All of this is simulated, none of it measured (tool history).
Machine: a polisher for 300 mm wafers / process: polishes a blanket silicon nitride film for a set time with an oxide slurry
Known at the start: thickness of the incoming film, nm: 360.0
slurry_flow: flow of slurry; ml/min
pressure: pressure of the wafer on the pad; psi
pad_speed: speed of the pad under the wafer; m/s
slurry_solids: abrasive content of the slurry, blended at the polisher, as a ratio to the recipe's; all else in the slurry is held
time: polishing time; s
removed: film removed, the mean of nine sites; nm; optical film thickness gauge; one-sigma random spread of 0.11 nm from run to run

run,hour,slurry_flow,pressure,pad_speed,slurry_solids,time,removed
1,0,200,3.2,0.84,1,61,24.096
2,0.9,200,3.2,0.84,1,64,25.357
3,2.1,240,3.2,0.84,1,64,25.764
4,6.9,240,3.2,0.84,1,61,24.18
5,15.4,270,3.2,0.84,1,61,24.442
6,24.2,300,3.2,0.84,1,61,25.086
7,27.6,300,2.8,0.8,1,61,21.124
8,29.2,300,2.5,0.76,1,61,19.146
9,33.3,300,2.3,0.72,1,61,16.977
10,36.3,300,2.1,0.7,1,61,15.374
11,42.5,295,1.9,0.7,1,61,14.337
12,47.6,290,1.8,0.7,1,61,13.773
13,56.4,280,1.7,0.7,1,61,12.859
14,57,270,1.7,0.7,1,61,13.286
15,62.6,270,1.4,0.64,1,61,10.436
16,69.2,275,1.4,0.64,1,61,10.548
17,77.2,280,1.4,0.64,1,61,10.583

Predict the results of run 18:
18,84.9,285,1.4,0.64,1,61,?

removed: 10.725 nm
